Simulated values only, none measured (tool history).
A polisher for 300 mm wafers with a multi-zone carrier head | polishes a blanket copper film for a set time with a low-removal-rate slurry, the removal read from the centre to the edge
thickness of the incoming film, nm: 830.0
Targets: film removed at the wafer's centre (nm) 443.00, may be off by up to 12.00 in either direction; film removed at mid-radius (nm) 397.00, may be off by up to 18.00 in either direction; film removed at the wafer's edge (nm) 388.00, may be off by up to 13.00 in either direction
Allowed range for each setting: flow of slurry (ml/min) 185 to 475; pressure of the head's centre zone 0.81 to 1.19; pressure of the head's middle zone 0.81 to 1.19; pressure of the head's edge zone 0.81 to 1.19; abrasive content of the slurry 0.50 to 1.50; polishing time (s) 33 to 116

| run | hour | flow of slurry (ml/min) | pressure of the head's centre zone | pressure of the head's middle zone | pressure of the head's edge zone | abrasive content of the slurry | polishing time (s) | film removed at the wafer's centre (nm) | film removed at mid-radius (nm) | film removed at the wafer's edge (nm) |
|---|---|---|---|---|---|---|---|---|---|---|
| 1 | 0.0 | 305 | 1.00 | 1.00 | 1.00 | 1.00 | 74 | 256.51 | 258.75 | 259.05 |
| 2 | 5.4 | 305 | 1.00 | 1.07 | 1.00 | 1.00 | 74 | 251.61 | 273.58 | 256.51 |
| 3 | 8.6 | 310 | 1.03 | 1.07 | 1.02 | 1.10 | 77 | 276.00 | 289.33 | 273.17 |
| 4 | 16.2 | 310 | 1.03 | 0.99 | 1.02 | 1.10 | 77 | 280.47 | 272.61 | 271.08 |
| 5 | 25.1 | 310 | 1.03 | 1.07 | 1.02 | 1.10 | 77 | 278.93 | 290.66 | 269.37 |
| 6 | 26.8 | 310 | 1.03 | 1.07 | 1.02 | 1.15 | 77 | 284.47 | 298.14 | 278.29 |
| 7 | 29.8 | 310 | 1.03 | 1.07 | 1.02 | 1.15 | 77 | 277.93 | 296.70 | 278.84 |
| 8 | 37.7 | 315 | 1.05 | 1.06 | 1.03 | 1.20 | 80 | 299.65 | 303.72 | 292.78 |
| 9 | 45.3 | 320 | 1.07 | 1.07 | 1.03 | 1.25 | 83 | 323.30 | 321.13 | 308.34 |
| 10 | 52.2 | 325 | 1.09 | 1.08 | 1.04 | 1.30 | 85 | 342.40 | 334.87 | 319.43 |
| 11 | 55.6 | 330 | 1.11 | 1.09 | 1.05 | 1.35 | 87 | 365.40 | 355.28 | 329.09 |
| 12 | 64.4 | 330 | 1.12 | 1.08 | 1.06 | 1.40 | 88 | 370.18 | 347.06 | 333.46 |
| 13 | 72.9 | 335 | 1.13 | 1.08 | 1.07 | 1.40 | 90 | 389.19 | 366.69 | 345.63 |
| 14 | 77.2 | 335 | 1.13 | 1.08 | 1.07 | 1.40 | 90 | 389.02 | 369.88 | 348.33 |
| 15 | 79.1 | 370 | 1.19 | 1.09 | 1.17 | 1.50 | 93 | 429.95 | 390.89 | 385.45 |
| 16 | 79.8 | 370 | 1.19 | 1.09 | 1.16 | 1.50 | 93 | 433.39 | 384.76 | 390.36 |
| 17 | 81.7 | 370 | 1.19 | 1.09 | 1.15 | 1.50 | 93 | 426.10 | 386.74 | 379.05 |

Which single option among these 4 for the next run brings every result within its allowed miss of target? Just one does.
| A | 83.6 | 370 | 1.13 | 1.16 | 1.12 | 1.50 | 92 | ? | ? | ? |
| B | 83.6 | 340 | 1.16 | 1.08 | 1.19 | 1.35 | 94 | ? | ? | ? |
| C | 83.6 | 360 | 1.19 | 0.99 | 1.03 | 1.45 | 93 | ? | ? | ? |
| D | 83.6 | 395 | 1.19 | 1.09 | 1.14 | 1.50 | 95 | ? | ? | ? |

| move | film removed at the wafer's centre (nm) | film removed at mid-radius (nm) | film removed at the wafer's edge (nm) |
|---|---|---|---|
| A | 404.84 | 405.78 | 374.02 |
| B | 410.44 | 377.22 | 382.55 |
| C | 425.99 | 354.50 | 359.75 |
| D | 442.46 | 398.93 | 391.52 |
A: the biggest miss grows against the last run
B: the biggest miss grows against the last run
C: the biggest miss grows against the last run
D: all results land within tolerance of their targets
Go with D: it meets all targets.

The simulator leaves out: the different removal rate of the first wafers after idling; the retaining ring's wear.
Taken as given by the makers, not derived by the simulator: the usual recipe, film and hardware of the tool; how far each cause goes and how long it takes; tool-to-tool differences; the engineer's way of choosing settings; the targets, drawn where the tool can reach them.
